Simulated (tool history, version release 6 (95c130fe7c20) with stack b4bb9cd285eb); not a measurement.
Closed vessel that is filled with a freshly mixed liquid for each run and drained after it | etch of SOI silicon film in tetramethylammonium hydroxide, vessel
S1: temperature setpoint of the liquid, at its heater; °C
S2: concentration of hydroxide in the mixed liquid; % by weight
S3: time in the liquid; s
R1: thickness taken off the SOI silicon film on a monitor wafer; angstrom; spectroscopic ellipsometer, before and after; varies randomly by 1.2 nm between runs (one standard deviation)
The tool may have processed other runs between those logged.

run    day    S1   S2  S3      R1
  1      0    71    9  30    2329
  2  0.054    71  8.5  30  2362.8
  3  0.096  67.5  8.5  30  1896.6
  4  0.308  65.5  8.5  30    1722
  5  0.338    69  8.5  30  2094.4
  6  0.696  66.5  8.5  30  1803.6
  7  0.883    65  8.5  30  1660.3

Run 8 comes next. What will it give?
  8  1.012  60.5  8.5  30   ?

{"run 8": {"R1": 1249.3}}
